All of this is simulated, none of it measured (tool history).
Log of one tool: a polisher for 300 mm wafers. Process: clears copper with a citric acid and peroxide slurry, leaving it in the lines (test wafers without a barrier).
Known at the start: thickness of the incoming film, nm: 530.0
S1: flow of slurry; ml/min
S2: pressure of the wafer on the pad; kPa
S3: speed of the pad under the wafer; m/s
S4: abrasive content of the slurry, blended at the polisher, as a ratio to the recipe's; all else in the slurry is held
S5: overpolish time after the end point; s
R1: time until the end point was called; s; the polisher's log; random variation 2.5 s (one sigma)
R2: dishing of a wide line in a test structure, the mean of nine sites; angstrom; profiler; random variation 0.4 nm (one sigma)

run  hour   S1    S2    S3  S4  S5      R1      R2
  1     0  310  28.3  1.14   1  24  162.05  370.21
  2     1  310  27.6  1.14   1  20  165.49  330.96
  3   2.4  310  27.6     1   1  20  190.83  294.49
  4   5.8  310  22.8     1   1  20  227.28  268.77
  5  14.6  250  22.8     1   1  20  234.87  258.63
  6  20.9  250  22.8     1   1  17  234.35  233.61

The next listed run, before its measurement:
  7  29.5  265  24.1   1   1  15   ?   ?

{"run 7": {"R1": 219.21, "R2": 218.52}}
